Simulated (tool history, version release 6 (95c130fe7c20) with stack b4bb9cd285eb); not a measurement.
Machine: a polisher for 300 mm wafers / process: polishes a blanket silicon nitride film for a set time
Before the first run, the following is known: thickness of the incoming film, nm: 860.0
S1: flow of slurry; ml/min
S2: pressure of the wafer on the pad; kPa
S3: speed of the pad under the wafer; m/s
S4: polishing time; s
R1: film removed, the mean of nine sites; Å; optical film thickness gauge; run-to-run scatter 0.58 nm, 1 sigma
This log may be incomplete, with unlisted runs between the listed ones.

Run 1, hour 0: S1 225 ml/min, S2 20 kPa, S3 1.24 m/s, S4 64 s. Result: R1 937.08 Å.
Run 2, hour 1.4: S1 225 ml/min, S2 17.2 kPa, S3 1.16 m/s, S4 64 s. Result: R1 787.94 Å.
Run 3, hour 6: S1 225 ml/min, S2 15.2 kPa, S3 1.08 m/s, S4 64 s. Result: R1 664.02 Å.
Run 4, hour 7.8: S1 225 ml/min, S2 13.8 kPa, S3 1.04 m/s, S4 64 s. Result: R1 593.46 Å.
Run 5, hour 8.6: S1 225 ml/min, S2 16.5 kPa, S3 1.04 m/s, S4 64 s. Result: R1 686.97 Å.
Run 6, hour 16.4: S1 225 ml/min, S2 16.5 kPa, S3 1.04 m/s, S4 64 s. Result: R1 719.45 Å.
Run 7, hour 22.4: S1 225 ml/min, S2 15.2 kPa, S3 1.02 m/s, S4 64 s. Result: R1 630.82 Å.
Run 8, hour 29.1: S1 225 ml/min, S2 13.8 kPa, S3 1.02 m/s, S4 64 s. Result: R1 587.51 Å.

Expected results for the next run?
Run 9, hour 36.7: S1 225 ml/min, S2 12.4 kPa, S3 1.02 m/s, S4 64 s. Result: R1 ?.

Run 9 came out at R1 527.83 Å.

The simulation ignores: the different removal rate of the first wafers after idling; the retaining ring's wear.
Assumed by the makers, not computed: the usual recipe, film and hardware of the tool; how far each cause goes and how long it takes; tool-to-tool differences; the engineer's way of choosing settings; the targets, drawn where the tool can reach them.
